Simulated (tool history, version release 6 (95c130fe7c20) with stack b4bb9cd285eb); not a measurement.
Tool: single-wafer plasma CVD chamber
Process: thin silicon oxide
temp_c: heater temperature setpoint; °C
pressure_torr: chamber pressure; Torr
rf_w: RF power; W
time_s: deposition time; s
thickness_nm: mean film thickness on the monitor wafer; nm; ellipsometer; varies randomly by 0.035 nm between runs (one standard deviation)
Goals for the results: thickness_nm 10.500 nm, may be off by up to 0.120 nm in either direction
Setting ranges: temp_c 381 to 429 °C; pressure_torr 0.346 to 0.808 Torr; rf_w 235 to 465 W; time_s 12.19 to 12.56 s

run,hour,temp_c,pressure_torr,rf_w,time_s,thickness_nm
1,0.0,405,0.577,350,12.19,14.482
2,0.9,405,0.577,310,12.19,13.774
3,9.3,405,0.577,355,12.19,14.406
4,15.5,405,0.577,355,12.56,14.812
5,20.5,405,0.577,355,12.56,14.866
6,27.9,405,0.577,315,12.56,14.156
7,31.9,405,0.541,315,12.56,13.360
8,37.0,405,0.510,315,12.56,12.677
9,39.9,405,0.485,315,12.56,12.077
10,40.8,405,0.467,315,12.56,11.628
11,47.6,405,0.405,315,12.56,10.134
12,51.5,405,0.425,315,12.56,10.638

Below are 5 possible settings for the next run. Only one of them brings all results inside the allowed miss of their targets. Which is it?
A,55.4,388,0.419,325,12.56,?
B,55.4,413,0.407,370,12.56,?
C,55.4,408,0.410,340,12.56,?
D,55.4,409,0.447,280,12.56,?
E,55.4,409,0.417,330,12.23,?

move,thickness_nm
A,10.688
B,10.664
C,10.479
D,10.684
E,10.267
A: lands further from the targets than the last run did
B: lands further from the targets than the last run did
C: every result lands within tolerance
D: lands further from the targets than the last run did
E: takes the biggest miss from the last run beyond its target
The right move is C.
